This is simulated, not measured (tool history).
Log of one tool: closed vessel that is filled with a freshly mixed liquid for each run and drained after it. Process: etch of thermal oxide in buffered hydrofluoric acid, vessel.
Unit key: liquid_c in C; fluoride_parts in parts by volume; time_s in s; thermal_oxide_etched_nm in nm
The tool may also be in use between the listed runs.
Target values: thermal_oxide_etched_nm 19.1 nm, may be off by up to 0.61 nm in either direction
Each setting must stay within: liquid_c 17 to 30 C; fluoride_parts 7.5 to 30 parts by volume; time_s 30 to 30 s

run 1 hour=0 | liquid_c=22 fluoride_parts=22 time_s=30 | thermal_oxide_etched_nm=14.208
run 2 hour=2.5 | liquid_c=22 fluoride_parts=17.5 time_s=30 | thermal_oxide_etched_nm=17.287
run 3 hour=8.7 | liquid_c=20 fluoride_parts=17.5 time_s=30 | thermal_oxide_etched_nm=15.53
run 4 hour=14.8 | liquid_c=21.5 fluoride_parts=17.5 time_s=30 | thermal_oxide_etched_nm=16.675
run 5 hour=18 | liquid_c=22.5 fluoride_parts=17.5 time_s=30 | thermal_oxide_etched_nm=17.572
run 6 hour=22.3 | liquid_c=26 fluoride_parts=17.5 time_s=30 | thermal_oxide_etched_nm=21.389
run 7 hour=27.9 | liquid_c=25.5 fluoride_parts=17.5 time_s=30 | thermal_oxide_etched_nm=21.164
run 8 hour=31.3 | liquid_c=25 fluoride_parts=17.5 time_s=30 | thermal_oxide_etched_nm=20.559

Which single option among these 4 for the next run brings every result within its allowed miss of target? Just one does.
run A hour=34.7 | liquid_c=19.5 fluoride_parts=14.5 time_s=30 | thermal_oxide_etched_nm=?
run B hour=34.7 | liquid_c=26 fluoride_parts=19.5 time_s=30 | thermal_oxide_etched_nm=?
run C hour=34.7 | liquid_c=25.5 fluoride_parts=21 time_s=30 | thermal_oxide_etched_nm=?
run D hour=34.7 | liquid_c=24 fluoride_parts=14.5 time_s=30 | thermal_oxide_etched_nm=?

move=A thermal_oxide_etched_nm=18.001
move=B thermal_oxide_etched_nm=19.239
move=C thermal_oxide_etched_nm=17.662
move=D thermal_oxide_etched_nm=23.1
A: the result that was furthest off in the last run now lies on the other side of its target
B: every result lands within tolerance
C: the result that was furthest off in the last run now lies on the other side of its target
D: lands further from the targets than the last run did
B is the move that brings every result within its allowed miss.
